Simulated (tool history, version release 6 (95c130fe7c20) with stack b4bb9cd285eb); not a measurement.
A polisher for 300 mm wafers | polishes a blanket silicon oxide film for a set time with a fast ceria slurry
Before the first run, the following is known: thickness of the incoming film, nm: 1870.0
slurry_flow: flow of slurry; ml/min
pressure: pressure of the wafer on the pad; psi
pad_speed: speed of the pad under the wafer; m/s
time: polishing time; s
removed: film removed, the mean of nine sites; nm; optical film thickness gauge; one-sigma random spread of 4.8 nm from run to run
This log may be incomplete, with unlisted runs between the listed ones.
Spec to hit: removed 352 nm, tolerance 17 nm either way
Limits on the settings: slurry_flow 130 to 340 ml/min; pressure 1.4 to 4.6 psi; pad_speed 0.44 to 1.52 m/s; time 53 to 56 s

run  hour  slurry_flow  pressure  pad_speed  time  removed
  1     0          220         3       0.98    53   909.92
  2   7.5          180         3       0.98    53   884.55
  3    15          180         3       0.98    53   892.26
  4  17.7          180       2.8       0.92    53   795.41
  5  19.9          205       2.8       0.92    53   808.77
  6  22.4          205       2.6       0.86    53   686.58
  7  26.1          200       1.8       0.66    53   409.05
  8  28.6          200       1.7       0.66    53   396.88

5 next moves are on the table. One of them brings every result within its allowed miss. Which?
  A  31.1          245       1.5       0.78    53        ?
  B  31.1          195       1.7       0.66    55        ?
  C  31.1          195       1.5       0.66    53        ?
  D  31.1          190       1.4        0.8    53        ?
  E  31.1          190       1.6       0.68    54        ?

move  removed
   A   417.95
   B   394.41
   C   345.43
   D   393.08
   E   378.79
A: further off than the last run
B: better than the last run, though not everything is in spec
C: every result within its allowed miss
D: better than the last run, though not everything is in spec
E: better than the last run, though not everything is in spec
Correct choice: C, which meets every target

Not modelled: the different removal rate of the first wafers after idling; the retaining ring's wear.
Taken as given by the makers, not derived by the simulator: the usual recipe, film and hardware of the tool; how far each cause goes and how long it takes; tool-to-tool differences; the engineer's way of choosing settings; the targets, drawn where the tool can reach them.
